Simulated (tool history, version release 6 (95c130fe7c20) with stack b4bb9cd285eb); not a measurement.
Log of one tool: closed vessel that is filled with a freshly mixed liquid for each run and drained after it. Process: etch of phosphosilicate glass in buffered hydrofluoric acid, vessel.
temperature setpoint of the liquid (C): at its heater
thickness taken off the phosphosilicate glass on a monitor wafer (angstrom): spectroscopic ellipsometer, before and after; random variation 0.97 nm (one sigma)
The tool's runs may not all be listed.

run	hour	temperature setpoint of the liquid (C)	parts of 40 % ammonium fluoride to one part of 49 % hydrofluoric acid (parts by volume)	time in the liquid (s)	thickness taken off the phosphosilicate glass on a monitor wafer (angstrom)
1	0	23	11	90	3858.1
2	5.8	22	11.5	90	3513.8
3	11.8	20	11.5	90	3169.5
4	20.2	17	11.5	90	2662.7
5	28.6	17	11.5	90	2685.7
6	30.8	17	12	90	2567.7

The next listed run, before its measurement:
7	33.3	17	12.5	90	?

{"run 7": {"thickness taken off the phosphosilicate glass on a monitor wafer (angstrom)": 2481.2}}
